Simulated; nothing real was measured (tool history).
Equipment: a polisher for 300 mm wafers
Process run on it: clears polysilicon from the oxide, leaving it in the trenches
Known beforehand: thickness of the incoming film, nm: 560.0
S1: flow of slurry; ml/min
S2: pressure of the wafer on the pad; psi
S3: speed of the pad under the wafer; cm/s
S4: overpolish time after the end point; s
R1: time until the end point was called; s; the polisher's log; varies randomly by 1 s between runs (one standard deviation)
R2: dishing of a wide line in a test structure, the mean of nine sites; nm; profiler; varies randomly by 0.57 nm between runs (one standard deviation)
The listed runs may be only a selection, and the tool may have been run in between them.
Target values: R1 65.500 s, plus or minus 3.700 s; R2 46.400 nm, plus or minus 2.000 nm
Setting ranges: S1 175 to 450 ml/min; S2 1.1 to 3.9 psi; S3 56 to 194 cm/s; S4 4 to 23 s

run	hour	S1	S2	S3	S4	R1	R2
1	0.0	290	2.5	124	12	39.533	50.213
2	1.2	290	2.4	124	12	42.466	49.637
3	3.7	290	2.4	124	8	42.450	46.022
4	8.8	290	2.4	156	8	33.959	48.626
5	14.8	290	2.1	156	8	38.300	47.627
6	16.3	290	2.0	154	8	40.783	46.353
7	18.9	290	1.9	152	9	43.955	47.877
8	22.4	290	1.9	152	9	43.564	47.039
9	29.9	290	1.8	152	9	45.315	47.725
10	32.3	290	1.7	152	9	47.226	45.300
11	39.5	290	1.6	150	10	50.930	45.559
12	44.2	290	1.1	146	15	74.648	47.220

Of the 5 settings listed for the next run, only one would bring every result within its allowed miss of target. Which one?
A	48.9	305	1.1	150	19	?	?
B	48.9	285	1.2	154	13	?	?
C	48.9	295	1.1	128	18	?	?
D	48.9	260	1.1	122	18	?	?
E	48.9	255	1.3	118	18	?	?

move	R1	R2
A	72.941	48.984
B	66.101	46.228
C	85.359	47.028
D	90.483	46.365
E	80.450	47.648
A: an improvement on the last run, though not all results are within tolerance
B: meets every target
C: misses by more than the last run did
D: misses by more than the last run did
E: misses by more than the last run did
Correct choice: B, which meets every target
